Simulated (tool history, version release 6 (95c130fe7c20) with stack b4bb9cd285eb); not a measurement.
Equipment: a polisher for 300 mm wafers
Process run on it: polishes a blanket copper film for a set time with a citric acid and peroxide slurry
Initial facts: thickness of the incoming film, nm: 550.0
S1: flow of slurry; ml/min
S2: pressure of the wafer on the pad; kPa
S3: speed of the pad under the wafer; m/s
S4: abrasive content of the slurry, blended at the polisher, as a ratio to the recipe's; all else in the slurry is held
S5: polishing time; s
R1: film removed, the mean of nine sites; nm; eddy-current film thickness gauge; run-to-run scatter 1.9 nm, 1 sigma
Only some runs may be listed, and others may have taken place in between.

run	hour	S1	S2	S3	S4	S5	R1
1	0.0	305	22.1	0.82	1.00	60	116.32
2	2.6	305	24.1	0.82	1.00	60	125.60
3	3.6	305	24.1	0.82	1.15	60	130.24
4	11.3	305	19.3	0.82	1.15	60	104.92
5	20.0	305	22.1	0.82	1.15	60	120.89
6	26.3	305	22.1	0.82	1.15	60	119.63
7	31.0	305	24.1	0.82	1.15	60	128.00
8	34.8	305	26.2	0.82	1.15	60	140.52
9	37.1	305	27.6	0.82	1.15	60	151.06

Estimate the outcome of run 10 from the log above:
10	44.6	305	28.3	0.82	1.15	60	?

Run 10 yielded R1 153.95 nm.
